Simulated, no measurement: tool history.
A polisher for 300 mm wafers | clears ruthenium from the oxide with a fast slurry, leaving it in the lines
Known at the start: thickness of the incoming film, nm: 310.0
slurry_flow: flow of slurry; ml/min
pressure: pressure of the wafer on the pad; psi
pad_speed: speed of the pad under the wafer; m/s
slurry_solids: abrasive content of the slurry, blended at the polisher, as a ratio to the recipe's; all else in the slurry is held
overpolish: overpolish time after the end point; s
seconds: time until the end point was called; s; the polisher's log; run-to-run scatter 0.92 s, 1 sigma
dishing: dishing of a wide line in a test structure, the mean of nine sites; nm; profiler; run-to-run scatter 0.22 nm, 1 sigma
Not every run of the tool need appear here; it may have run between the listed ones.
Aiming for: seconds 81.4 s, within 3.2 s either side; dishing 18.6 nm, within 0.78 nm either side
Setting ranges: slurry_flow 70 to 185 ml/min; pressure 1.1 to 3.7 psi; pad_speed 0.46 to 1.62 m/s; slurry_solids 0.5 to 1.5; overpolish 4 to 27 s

{"run": 1, "hour": 0.0, "slurry_flow": 120, "pressure": 2.4, "pad_speed": 1.04, "slurry_solids": 1, "overpolish": 14, "seconds": 103.28, "dishing": 32.051}
{"run": 2, "hour": 2.6, "slurry_flow": 120, "pressure": 2.1, "pad_speed": 1.04, "slurry_solids": 1, "overpolish": 14, "seconds": 119.21, "dishing": 28.357}
{"run": 3, "hour": 6.2, "slurry_flow": 120, "pressure": 2.1, "pad_speed": 1.3, "slurry_solids": 1, "overpolish": 14, "seconds": 103.99, "dishing": 31.92}
{"run": 4, "hour": 7.4, "slurry_flow": 120, "pressure": 2.1, "pad_speed": 1.3, "slurry_solids": 1, "overpolish": 19, "seconds": 104.34, "dishing": 40.438}
{"run": 5, "hour": 10.1, "slurry_flow": 120, "pressure": 2.1, "pad_speed": 1.22, "slurry_solids": 1, "overpolish": 19, "seconds": 105.83, "dishing": 39.218}
{"run": 6, "hour": 16.4, "slurry_flow": 120, "pressure": 2.1, "pad_speed": 1, "slurry_solids": 1, "overpolish": 19, "seconds": 122.43, "dishing": 36.313}
{"run": 7, "hour": 23.5, "slurry_flow": 140, "pressure": 2.7, "pad_speed": 1.28, "slurry_solids": 0.75, "overpolish": 13, "seconds": 87.662, "dishing": 33.501}
{"run": 8, "hour": 28.6, "slurry_flow": 150, "pressure": 2.7, "pad_speed": 1.32, "slurry_solids": 0.7, "overpolish": 11, "seconds": 87.652, "dishing": 30.482}
{"run": 9, "hour": 29.7, "slurry_flow": 130, "pressure": 2.8, "pad_speed": 1.32, "slurry_solids": 0.65, "overpolish": 9, "seconds": 89.667, "dishing": 25.042}
{"hour": 38.3, "done": "slurry nozzle cleaned"}
{"run": 10, "hour": 38.3, "slurry_flow": 125, "pressure": 2.9, "pad_speed": 1.32, "slurry_solids": 0.6, "overpolish": 8, "seconds": 86.195, "dishing": 23.029}
{"run": 11, "hour": 41.3, "slurry_flow": 115, "pressure": 3, "pad_speed": 1.32, "slurry_solids": 0.6, "overpolish": 7, "seconds": 82.341, "dishing": 21.385}
{"run": 12, "hour": 44.2, "slurry_flow": 110, "pressure": 3, "pad_speed": 1.32, "slurry_solids": 0.6, "overpolish": 7, "seconds": 82.605, "dishing": 20.824}
{"run": 13, "hour": 50.8, "slurry_flow": 105, "pressure": 3.1, "pad_speed": 1.32, "slurry_solids": 0.6, "overpolish": 5, "seconds": 81.141, "dishing": 15.831}
{"run": 14, "hour": 56.7, "slurry_flow": 110, "pressure": 3.1, "pad_speed": 1.32, "slurry_solids": 0.6, "overpolish": 5, "seconds": 79.413, "dishing": 15.862}
{"run": 15, "hour": 64.1, "slurry_flow": 90, "pressure": 3.1, "pad_speed": 1.32, "slurry_solids": 0.6, "overpolish": 8, "seconds": 83.817, "dishing": 23.691}

Exercise: of the 5 proposed moves below, exactly one satisfies all targets within the stated allowed misses. Which move is it?
{"run": "A", "hour": 71.5, "slurry_flow": 80, "pressure": 3.6, "pad_speed": 1.3, "slurry_solids": 0.6, "overpolish": 6, "seconds": "?", "dishing": "?"}
{"run": "B", "hour": 71.5, "slurry_flow": 90, "pressure": 3, "pad_speed": 1.42, "slurry_solids": 0.75, "overpolish": 6, "seconds": "?", "dishing": "?"}
{"run": "C", "hour": 71.5, "slurry_flow": 75, "pressure": 2.6, "pad_speed": 1.32, "slurry_solids": 0.8, "overpolish": 6, "seconds": "?", "dishing": "?"}
{"run": "D", "hour": 71.5, "slurry_flow": 100, "pressure": 3.5, "pad_speed": 1.3, "slurry_solids": 0.6, "overpolish": 6, "seconds": "?", "dishing": "?"}
{"run": "E", "hour": 71.5, "slurry_flow": 85, "pressure": 3.3, "pad_speed": 1.32, "slurry_solids": 0.55, "overpolish": 6, "seconds": "?", "dishing": "?"}

move=A seconds=73.501 dishing=20.168
move=B seconds=74.328 dishing=19.965
move=C seconds=91.09 dishing=16.577
move=D seconds=72.629 dishing=20.386
move=E seconds=80.774 dishing=18.51
A: nearer the targets than the last run, but a result is still out of spec
B: nearer the targets than the last run, but a result is still out of spec
C: pushes the last run's worst result past its target
D: nearer the targets than the last run, but a result is still out of spec
E: every result lands within tolerance
Answer: E
